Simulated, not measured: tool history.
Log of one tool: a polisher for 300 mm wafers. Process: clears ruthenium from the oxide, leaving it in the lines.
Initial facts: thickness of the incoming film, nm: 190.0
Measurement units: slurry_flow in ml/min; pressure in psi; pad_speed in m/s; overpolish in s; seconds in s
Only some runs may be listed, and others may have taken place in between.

Run 1, hour 0.0: slurry_flow 150 ml/min, pressure 2.4 psi, pad_speed 0.92 m/s, overpolish 42 s. Result: seconds 153.00 s.
Run 2, hour 1.2: slurry_flow 150 ml/min, pressure 2.1 psi, pad_speed 0.90 m/s, overpolish 42 s. Result: seconds 173.33 s.
Run 3, hour 9.7: slurry_flow 150 ml/min, pressure 1.9 psi, pad_speed 0.88 m/s, overpolish 42 s. Result: seconds 189.72 s.
Run 4, hour 14.8: slurry_flow 150 ml/min, pressure 1.9 psi, pad_speed 0.78 m/s, overpolish 42 s. Result: seconds 207.14 s.
Run 5, hour 23.6: slurry_flow 165 ml/min, pressure 1.9 psi, pad_speed 0.78 m/s, overpolish 42 s. Result: seconds 207.97 s.
Run 6, hour 25.4: slurry_flow 165 ml/min, pressure 1.9 psi, pad_speed 0.78 m/s, overpolish 42 s. Result: seconds 204.91 s.

Predict the results of run 7:
Run 7, hour 33.6: slurry_flow 165 ml/min, pressure 1.8 psi, pad_speed 0.76 m/s, overpolish 42 s. Result: seconds ?.

seconds: 217.03 s
